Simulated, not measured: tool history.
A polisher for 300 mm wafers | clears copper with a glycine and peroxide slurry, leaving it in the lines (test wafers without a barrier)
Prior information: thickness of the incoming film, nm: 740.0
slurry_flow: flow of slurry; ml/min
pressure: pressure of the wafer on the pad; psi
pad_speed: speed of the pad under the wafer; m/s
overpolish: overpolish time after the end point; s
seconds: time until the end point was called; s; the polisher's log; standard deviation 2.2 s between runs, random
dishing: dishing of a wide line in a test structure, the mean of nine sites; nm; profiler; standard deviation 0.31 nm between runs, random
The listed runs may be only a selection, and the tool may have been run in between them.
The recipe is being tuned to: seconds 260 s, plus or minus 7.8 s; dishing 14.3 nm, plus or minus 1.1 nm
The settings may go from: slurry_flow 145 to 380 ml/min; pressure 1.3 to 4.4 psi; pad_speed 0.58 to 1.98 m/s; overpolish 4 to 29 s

{"run": 1, "hour": 0.0, "slurry_flow": 245, "pressure": 2.8, "pad_speed": 1.28, "overpolish": 15, "seconds": 101.58, "dishing": 64.841}
{"run": 2, "hour": 2.8, "slurry_flow": 245, "pressure": 2.5, "pad_speed": 1.28, "overpolish": 15, "seconds": 109.61, "dishing": 60.342}
{"run": 3, "hour": 10.1, "slurry_flow": 300, "pressure": 2.5, "pad_speed": 1.28, "overpolish": 15, "seconds": 108.3, "dishing": 60.899}
{"run": 4, "hour": 14.4, "slurry_flow": 245, "pressure": 2.1, "pad_speed": 1.04, "overpolish": 11, "seconds": 148.61, "dishing": 37.815}
{"run": 5, "hour": 22.0, "slurry_flow": 215, "pressure": 2.1, "pad_speed": 1.04, "overpolish": 11, "seconds": 151.21, "dishing": 34.328}
{"run": 6, "hour": 26.4, "slurry_flow": 155, "pressure": 2.1, "pad_speed": 1.04, "overpolish": 11, "seconds": 159.94, "dishing": 34.727}
{"run": 7, "hour": 27.8, "slurry_flow": 175, "pressure": 1.8, "pad_speed": 0.9, "overpolish": 9, "seconds": 192.25, "dishing": 24.122}
{"run": 8, "hour": 34.3, "slurry_flow": 175, "pressure": 1.6, "pad_speed": 0.82, "overpolish": 8, "seconds": 219.73, "dishing": 18.915}
{"run": 9, "hour": 40.9, "slurry_flow": 175, "pressure": 1.5, "pad_speed": 0.8, "overpolish": 8, "seconds": 235.55, "dishing": 17.533}
{"run": 10, "hour": 43.8, "slurry_flow": 175, "pressure": 1.4, "pad_speed": 0.8, "overpolish": 8, "seconds": 242.25, "dishing": 17.5}
{"run": 11, "hour": 45.7, "slurry_flow": 175, "pressure": 1.4, "pad_speed": 0.78, "overpolish": 7, "seconds": 246.49, "dishing": 15.445}
{"run": 12, "hour": 46.6, "slurry_flow": 170, "pressure": 1.4, "pad_speed": 0.78, "overpolish": 7, "seconds": 246.41, "dishing": 15.449}
{"run": 13, "hour": 48.1, "slurry_flow": 170, "pressure": 1.3, "pad_speed": 0.74, "overpolish": 6, "seconds": 264.64, "dishing": 11.82}

Consider the 5 candidate settings below. Which is the only one whose results all fall within their allowed miss of target?
{"run": "A", "hour": 49.6, "slurry_flow": 175, "pressure": 1.3, "pad_speed": 0.68, "overpolish": 6, "seconds": "?", "dishing": "?"}
{"run": "B", "hour": 49.6, "slurry_flow": 200, "pressure": 1.3, "pad_speed": 0.72, "overpolish": 9, "seconds": "?", "dishing": "?"}
{"run": "C", "hour": 49.6, "slurry_flow": 280, "pressure": 1.3, "pad_speed": 0.7, "overpolish": 7, "seconds": "?", "dishing": "?"}
{"run": "D", "hour": 49.6, "slurry_flow": 195, "pressure": 1.4, "pad_speed": 0.62, "overpolish": 9, "seconds": "?", "dishing": "?"}
{"run": "E", "hour": 49.6, "slurry_flow": 170, "pressure": 1.4, "pad_speed": 0.66, "overpolish": 6, "seconds": "?", "dishing": "?"}

move=A seconds=276.59 dishing=11.987
move=B seconds=260.94 dishing=18.621
move=C seconds=254.64 dishing=15.032
move=D seconds=277.34 dishing=17.639
move=E seconds=273 dishing=12.148
A: closer than the last run, but not yet in spec
B: the result that was furthest off in the last run now lies on the other side of its target
C: every result within its allowed miss
D: the result that was furthest off in the last run now lies on the other side of its target
E: closer than the last run, but not yet in spec
Move C is the one to make.
